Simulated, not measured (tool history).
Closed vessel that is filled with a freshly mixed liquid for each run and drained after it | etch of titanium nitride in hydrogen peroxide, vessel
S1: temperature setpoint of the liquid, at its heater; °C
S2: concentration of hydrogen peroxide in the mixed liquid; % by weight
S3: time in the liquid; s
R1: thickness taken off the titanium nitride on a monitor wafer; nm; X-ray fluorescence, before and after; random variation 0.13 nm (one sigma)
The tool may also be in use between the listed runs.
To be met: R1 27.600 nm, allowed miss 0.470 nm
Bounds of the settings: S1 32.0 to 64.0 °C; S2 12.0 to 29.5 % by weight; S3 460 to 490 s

| run | hour | S1 | S2 | S3 | R1 |
|---|---|---|---|---|---|
| 1 | 0.0 | 48.0 | 20.0 | 460 | 12.170 |
| 2 | 0.9 | 51.5 | 20.0 | 460 | 15.733 |
| 3 | 6.5 | 51.5 | 20.0 | 490 | 16.726 |
| 4 | 9.0 | 54.0 | 20.0 | 490 | 19.997 |
| 5 | 10.4 | 57.5 | 20.0 | 490 | 25.459 |
| 6 | 15.1 | 55.0 | 20.0 | 490 | 21.472 |
| 7 | 24.1 | 56.0 | 20.0 | 490 | 22.841 |
| 8 | 26.5 | 57.0 | 20.0 | 490 | 24.429 |
| 9 | 32.8 | 57.5 | 20.0 | 490 | 25.559 |
| 10 | 39.4 | 58.0 | 20.0 | 490 | 26.154 |

Which of these 4 next moves meets every target?
| A | 46.0 | 59.0 | 18.0 | 490 | ? |
| B | 46.0 | 57.0 | 22.5 | 485 | ? |
| C | 46.0 | 57.5 | 21.0 | 490 | ? |
| D | 46.0 | 57.5 | 16.5 | 490 | ? |

| move | R1 |
|---|---|
| A | 27.342 |
| B | 24.741 |
| C | 25.492 |
| D | 24.214 |
A: meets every target
B: further off than the last run
C: further off than the last run
D: further off than the last run
Answer: A

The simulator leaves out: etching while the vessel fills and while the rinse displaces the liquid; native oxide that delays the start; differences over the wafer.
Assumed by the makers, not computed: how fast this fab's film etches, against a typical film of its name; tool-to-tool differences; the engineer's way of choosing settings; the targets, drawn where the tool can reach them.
